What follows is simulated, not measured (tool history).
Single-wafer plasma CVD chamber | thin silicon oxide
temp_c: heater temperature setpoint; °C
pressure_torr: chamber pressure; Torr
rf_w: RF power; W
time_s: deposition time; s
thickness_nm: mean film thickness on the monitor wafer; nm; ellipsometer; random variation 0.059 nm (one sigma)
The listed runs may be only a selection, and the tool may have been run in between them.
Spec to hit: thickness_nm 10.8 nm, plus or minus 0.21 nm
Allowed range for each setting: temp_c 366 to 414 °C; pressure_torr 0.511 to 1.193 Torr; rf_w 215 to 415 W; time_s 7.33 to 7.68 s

| run | hour | temp_c | pressure_torr | rf_w | time_s | thickness_nm |
|---|---|---|---|---|---|---|
| 1 | 0 | 390 | 0.852 | 315 | 7.68 | 14.994 |
| 2 | 4.4 | 390 | 0.852 | 315 | 7.33 | 14.308 |
| 3 | 9.4 | 390 | 1.005 | 315 | 7.33 | 16.667 |
| 4 | 17.4 | 390 | 1.127 | 315 | 7.33 | 18.024 |
| 5 | 19.9 | 390 | 1.193 | 315 | 7.33 | 18.61 |
| 6 | 26.4 | 390 | 1.193 | 350 | 7.33 | 19.329 |
| 7 | 30.3 | 391 | 1.009 | 325 | 7.33 | 16.724 |
| 8 | 31.3 | 389 | 0.875 | 315 | 7.33 | 14.538 |
| 9 | 34.7 | 388 | 0.788 | 310 | 7.33 | 13.061 |
| 10 | 40.7 | 385 | 0.75 | 310 | 7.33 | 12.462 |
| 11 | 47.8 | 381 | 0.728 | 310 | 7.33 | 11.955 |
| 12 | 51.2 | 378 | 0.715 | 310 | 7.33 | 11.731 |
| 13 | 54.4 | 378 | 0.625 | 310 | 7.33 | 9.9509 |
| 14 | 55.8 | 378 | 0.639 | 310 | 7.33 | 10.145 |
| 15 | 58.3 | 378 | 0.707 | 310 | 7.33 | 11.643 |
| 16 | 64.5 | 378 | 0.654 | 310 | 7.33 | 10.399 |

Pick the move, out of 5, that brings all results within their allowed miss; only one does.
| A | 70.7 | 378 | 0.632 | 290 | 7.33 | ? |
| B | 70.7 | 381 | 0.625 | 310 | 7.46 | ? |
| C | 70.7 | 391 | 0.672 | 310 | 7.36 | ? |
| D | 70.7 | 392 | 0.617 | 335 | 7.33 | ? |
| E | 70.7 | 390 | 0.628 | 300 | 7.65 | ? |

| move | thickness_nm |
|---|---|
| A | 9.7671 |
| B | 9.9896 |
| C | 10.765 |
| D | 9.8271 |
| E | 10.15 |
A: its largest miss is bigger than the last run's
B: its largest miss is bigger than the last run's
C: each result inside its tolerance
D: its largest miss is bigger than the last run's
E: its largest miss is bigger than the last run's
C is the move that brings every result within its allowed miss.
